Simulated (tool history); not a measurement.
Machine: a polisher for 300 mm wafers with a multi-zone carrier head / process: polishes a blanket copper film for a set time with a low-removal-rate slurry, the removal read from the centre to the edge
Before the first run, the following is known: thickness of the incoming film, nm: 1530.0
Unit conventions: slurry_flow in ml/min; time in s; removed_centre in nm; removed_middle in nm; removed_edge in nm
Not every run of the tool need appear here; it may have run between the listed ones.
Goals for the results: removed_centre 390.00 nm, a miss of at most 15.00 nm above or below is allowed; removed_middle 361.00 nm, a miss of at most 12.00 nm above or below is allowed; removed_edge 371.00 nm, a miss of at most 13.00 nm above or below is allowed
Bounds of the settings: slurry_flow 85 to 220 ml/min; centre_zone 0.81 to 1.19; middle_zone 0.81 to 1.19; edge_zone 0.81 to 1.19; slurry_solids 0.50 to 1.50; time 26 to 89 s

run,hour,slurry_flow,centre_zone,middle_zone,edge_zone,slurry_solids,time,removed_centre,removed_middle,removed_edge
1,0.0,140,1.00,1.00,1.00,1.00,57,263.11,262.05,276.72
2,3.2,150,1.03,1.02,1.02,1.10,58,294.28,285.73,300.27
3,9.2,160,1.05,1.04,1.05,1.15,58,311.01,302.21,305.37
4,17.4,160,1.05,1.12,1.05,1.15,58,317.07,322.78,309.08
5,22.1,160,0.99,1.12,1.05,1.15,58,295.51,325.47,307.08
6,27.3,160,0.99,1.17,1.05,1.15,58,289.82,331.90,309.88
# hour 32.2: slurry nozzle cleaned
7,32.2,160,1.01,1.14,1.07,1.20,59,359.17,390.65,349.75
8,40.7,160,1.01,1.10,1.07,1.20,59,354.71,372.64,351.94
9,43.2,160,1.02,1.08,1.07,1.20,59,365.30,370.54,347.85
10,50.4,155,1.01,1.05,1.07,1.20,59,353.75,353.26,345.96
11,59.5,155,1.01,1.04,1.08,1.20,59,353.49,350.59,346.41
12,64.6,155,1.01,1.03,1.09,1.20,59,358.60,353.21,351.76
13,67.6,155,1.01,1.02,1.10,1.20,59,357.55,349.22,359.64

Which single option among these 5 for the next run brings every result within its allowed miss of target? Just one does.
A,70.6,170,1.03,1.05,1.08,1.35,60,?,?,?
B,70.6,175,1.04,1.06,0.94,1.50,56,?,?,?
C,70.6,150,1.01,1.04,1.14,1.10,66,?,?,?
D,70.6,155,1.08,1.03,1.11,1.10,63,?,?,?
E,70.6,170,0.97,1.03,1.16,1.20,59,?,?,?

move,removed_centre,removed_middle,removed_edge
A,384.60,380.14,368.76
B,374.60,369.43,332.21
C,382.83,384.04,388.47
D,393.86,365.89,367.68
E,345.29,356.81,364.69
A: the worst result of the last run now meets its target, but another is out of spec
B: the biggest miss grows against the last run
C: the worst result of the last run now meets its target, but another is out of spec
D: meets every target
E: the biggest miss grows against the last run
So the answer is move D, the one that meets all the targets.
